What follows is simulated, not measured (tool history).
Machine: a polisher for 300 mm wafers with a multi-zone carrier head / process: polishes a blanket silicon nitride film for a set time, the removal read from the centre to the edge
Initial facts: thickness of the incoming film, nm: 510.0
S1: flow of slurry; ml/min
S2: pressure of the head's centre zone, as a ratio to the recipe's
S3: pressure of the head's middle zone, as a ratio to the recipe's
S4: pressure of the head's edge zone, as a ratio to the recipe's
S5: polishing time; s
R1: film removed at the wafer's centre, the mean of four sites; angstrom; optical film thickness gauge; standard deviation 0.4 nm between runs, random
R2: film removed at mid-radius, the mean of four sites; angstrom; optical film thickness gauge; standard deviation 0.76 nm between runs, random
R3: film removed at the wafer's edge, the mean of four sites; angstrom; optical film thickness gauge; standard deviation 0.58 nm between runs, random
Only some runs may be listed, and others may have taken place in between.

run 1 day=0 | S1=190 S2=1 S3=1 S4=1 S5=64 | R1=869.93 R2=895.55 R3=872.74
run 2 day=0.371 | S1=190 S2=0.99 S3=1 S4=0.98 S5=60 | R1=801.98 R2=847.46 R3=802.4
run 3 day=0.462 | S1=190 S2=0.98 S3=0.99 S4=0.96 S5=57 | R1=764.06 R2=787.76 R3=760.72
run 4 day=0.492 | S1=220 S2=0.98 S3=0.99 S4=0.96 S5=57 | R1=766.88 R2=796.71 R3=761.24
run 5 day=0.554 | S1=220 S2=0.98 S3=0.99 S4=0.96 S5=51 | R1=694.06 R2=707.54 R3=676.7
run 6 day=0.788 | S1=220 S2=0.98 S3=1.06 S4=0.96 S5=51 | R1=677.1 R2=761.99 R3=673.41
run 7 day=1.142 | S1=220 S2=0.97 S3=1.06 S4=0.95 S5=49 | R1=660.3 R2=737.32 R3=643.58
run 8 day=1.488 | S1=220 S2=0.96 S3=1.06 S4=0.94 S5=47 | R1=623.78 R2=703.36 R3=621.09
run 9 day=1.712 | S1=220 S2=0.95 S3=1.06 S4=0.93 S5=45 | R1=584.67 R2=677.32 R3=580.45

The next listed run, before its measurement:
run 10 day=2.038 | S1=220 S2=0.94 S3=1.05 S4=0.92 S5=44 | R1=? R2=? R3=?

{"run 10": {"R1": 562.47, "R2": 653.23, "R3": 576.55}}
